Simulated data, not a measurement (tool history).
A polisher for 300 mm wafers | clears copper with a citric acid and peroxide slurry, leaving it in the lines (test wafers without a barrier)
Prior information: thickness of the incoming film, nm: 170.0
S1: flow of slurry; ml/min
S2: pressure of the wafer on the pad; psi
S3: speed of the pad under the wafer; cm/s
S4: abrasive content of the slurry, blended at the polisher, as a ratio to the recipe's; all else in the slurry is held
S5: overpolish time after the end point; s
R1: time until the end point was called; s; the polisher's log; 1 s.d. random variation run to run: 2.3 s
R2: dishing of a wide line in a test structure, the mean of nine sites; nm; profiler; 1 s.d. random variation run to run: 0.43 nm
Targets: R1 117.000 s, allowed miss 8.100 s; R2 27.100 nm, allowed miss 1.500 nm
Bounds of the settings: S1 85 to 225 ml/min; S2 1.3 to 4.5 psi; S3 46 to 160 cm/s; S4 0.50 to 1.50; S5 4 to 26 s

run	hour	S1	S2	S3	S4	S5	R1	R2
1	0.0	145	2.9	102	1.00	13	71.237	24.570
2	1.9	145	2.9	102	0.90	13	72.919	23.677
3	5.4	150	2.5	100	0.95	15	83.833	24.466
4	10.8	150	2.5	124	0.95	15	68.404	28.183
5	17.0	150	2.2	118	0.95	17	77.160	27.727
6	21.4	150	1.8	118	0.95	17	94.399	23.659
7	29.4	150	1.7	116	0.95	19	103.710	24.354
# hour 31.7: slurry nozzle cleaned
8	31.7	150	1.7	116	0.95	19	96.833	25.503
9	39.8	150	1.6	114	0.95	20	104.290	25.837
10	48.6	145	1.5	114	0.95	21	108.140	25.822
11	55.7	145	1.4	114	0.95	22	115.100	24.807

Below are 5 possible settings for the next run. Only one of them brings all results inside the allowed miss of their targets. Which is it?
A	62.8	145	1.3	124	0.85	25	?	?
B	62.8	120	1.3	142	1.10	21	?	?
C	62.8	140	1.3	106	1.05	22	?	?
D	62.8	175	1.5	106	0.85	20	?	?
E	62.8	160	1.4	108	1.00	22	?	?

move	R1	R2
A	120.380	28.113
B	104.170	27.375
C	130.560	23.366
D	118.530	23.524
E	120.250	25.228
A: in spec on every target
B: brings the last run's worst result on target, with another outside its allowed miss
C: lands further from the targets than the last run did
D: lands further from the targets than the last run did
E: nearer than the last run, and not there yet
A meets every target.
